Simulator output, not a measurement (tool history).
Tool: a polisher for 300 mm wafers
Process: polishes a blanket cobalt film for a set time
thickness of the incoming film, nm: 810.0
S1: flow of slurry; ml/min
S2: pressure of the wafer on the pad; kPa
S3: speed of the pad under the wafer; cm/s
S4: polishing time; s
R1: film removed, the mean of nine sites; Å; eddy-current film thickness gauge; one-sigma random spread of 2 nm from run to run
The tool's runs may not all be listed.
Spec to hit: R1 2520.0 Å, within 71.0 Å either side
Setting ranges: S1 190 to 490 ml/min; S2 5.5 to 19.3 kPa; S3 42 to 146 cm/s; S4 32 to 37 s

run 1 hour=0.0 | S1=315 S2=12.4 S3=94 S4=37 | R1=1383.3
run 2 hour=4.1 | S1=360 S2=12.4 S3=94 S4=37 | R1=1411.4
run 3 hour=7.2 | S1=360 S2=12.4 S3=80 S4=37 | R1=1207.1
run 4 hour=16.1 | S1=365 S2=13.8 S3=84 S4=37 | R1=1385.2
run 5 hour=24.8 | S1=365 S2=13.8 S3=84 S4=37 | R1=1385.8
run 6 hour=27.1 | S1=300 S2=13.8 S3=84 S4=37 | R1=1360.7
run 7 hour=31.5 | S1=310 S2=17.2 S3=102 S4=37 | R1=2050.8
run 8 hour=35.0 | S1=315 S2=17.9 S3=104 S4=37 | R1=2179.4
run 9 hour=38.7 | S1=315 S2=17.9 S3=106 S4=37 | R1=2232.8
run 10 hour=39.5 | S1=320 S2=18.6 S3=108 S4=37 | R1=2388.5

Which one of the following 4 next-run settings gets every result inside its allowed miss? There is exactly one.
run A hour=40.3 | S1=315 S2=17.9 S3=112 S4=36 | R1=?
run B hour=40.3 | S1=320 S2=19.3 S3=108 S4=35 | R1=?
run C hour=40.3 | S1=310 S2=19.3 S3=110 S4=37 | R1=?
run D hour=40.3 | S1=320 S2=17.2 S3=112 S4=37 | R1=?

move=A R1=2291.5
move=B R1=2314.2
move=C R1=2486.2
move=D R1=2268.4
A: its largest miss is bigger than the last run's
B: its largest miss is bigger than the last run's
C: every result lands within tolerance
D: its largest miss is bigger than the last run's
C meets every target.
